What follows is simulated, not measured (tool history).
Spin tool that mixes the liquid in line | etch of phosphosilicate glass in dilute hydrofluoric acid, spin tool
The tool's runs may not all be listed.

run	hour	temperature setpoint of the liquid (°C)	parts of water to one part of 49 % hydrofluoric acid (parts by volume)	time under the liquid (s)	thickness taken off the phosphosilicate glass on a monitor wafer (angstrom)
1	0.0	25.0	100	45	509.59
2	6.4	25.0	100	45	511.68
3	9.9	27.0	95	45	591.43
4	13.3	28.5	90	45	663.70
5	17.5	28.5	65	45	945.26
6	24.5	28.5	85	45	704.30

The next listed run, before its measurement:
7	27.9	29.5	85	45	?

thickness taken off the phosphosilicate glass on a monitor wafer (angstrom): 728.66
